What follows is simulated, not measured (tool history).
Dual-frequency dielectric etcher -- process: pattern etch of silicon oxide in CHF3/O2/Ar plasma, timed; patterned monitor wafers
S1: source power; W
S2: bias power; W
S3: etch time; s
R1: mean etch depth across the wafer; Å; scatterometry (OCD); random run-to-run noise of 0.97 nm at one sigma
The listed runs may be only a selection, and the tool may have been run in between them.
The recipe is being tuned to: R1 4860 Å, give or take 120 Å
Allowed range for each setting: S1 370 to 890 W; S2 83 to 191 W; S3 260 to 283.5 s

run,hour,S1,S2,S3,R1
1,0,630,137,283.5,5396.1
2,7.8,740,137,283.5,5758.3
3,8.9,700,134,283,5566
4,16.8,700,158,283,5980.6
5,17.7,650,158,283,5824
6,24.5,710,158,283,6009
7,29.2,670,154,282,5813.7
8,30.4,630,151,281.5,5620.8
9,37.6,600,149,281,5493
10,46.3,570,147,280.5,5342.6
11,48.2,550,146,280,5261.8
12,55.8,530,145,280,5180.4
13,61.5,520,144,280,5126.1
14,65.7,510,143,280,5084.5
15,74.4,500,142,280,5014.3
16,83.4,490,142,280,4981.2

Exactly one of the 4 candidate moves below puts every result within its allowed miss. Which one?
A,92.4,530,149,274.5,?
B,92.4,500,151,265,?
C,92.4,580,166,260,?
D,92.4,550,137,283.5,?

move,R1
A,5137.2
B,4890
C,5269.4
D,5174.3
A: the biggest miss grows against the last run
B: meets every target
C: the biggest miss grows against the last run
D: the biggest miss grows against the last run
Go with B: it meets all targets.
